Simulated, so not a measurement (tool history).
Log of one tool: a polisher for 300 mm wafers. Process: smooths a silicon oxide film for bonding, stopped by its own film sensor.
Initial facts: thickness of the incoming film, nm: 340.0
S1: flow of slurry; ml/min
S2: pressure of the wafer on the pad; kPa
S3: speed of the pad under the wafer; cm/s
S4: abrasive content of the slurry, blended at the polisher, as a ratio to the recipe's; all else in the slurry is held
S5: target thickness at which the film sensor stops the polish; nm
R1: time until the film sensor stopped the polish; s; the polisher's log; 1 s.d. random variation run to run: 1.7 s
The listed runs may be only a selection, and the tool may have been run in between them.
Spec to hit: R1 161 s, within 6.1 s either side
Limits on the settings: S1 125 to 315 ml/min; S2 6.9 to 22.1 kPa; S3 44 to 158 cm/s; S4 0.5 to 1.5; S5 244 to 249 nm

run	day	S1	S2	S3	S4	S5	R1
1	0	205	14.5	100	1	249	106.33
2	0.071	205	13.1	100	1	249	117.6
3	0.279	205	13.1	100	1	249	119.3
4	0.446	205	11.7	100	1	249	132.92
5	0.679	205	11.7	100	0.9	249	137.84
6	0.962	205	11	100	0.9	249	147.48
7	1.029	205	11	100	0.9	249	146.65
8	1.229	200	9.7	100	0.9	249	169.71
9	1.346	205	9.7	100	0.9	249	168.89

Consider the 5 candidate settings below. Which is the only one whose results all fall within their allowed miss of target?
A	1.462	210	9.7	106	1	249	?
B	1.462	250	9	106	0.95	244	?
C	1.462	230	10.3	128	0.6	245	?
D	1.462	230	9.7	98	0.85	249	?
E	1.462	225	10.3	104	0.9	244	?

move	R1
A	152.76
B	174.08
C	177.87
D	176.37
E	160.97
A: takes the biggest miss from the last run beyond its target
B: misses by more than the last run did
C: misses by more than the last run did
D: misses by more than the last run did
E: all results land within tolerance of their targets
Answer: E
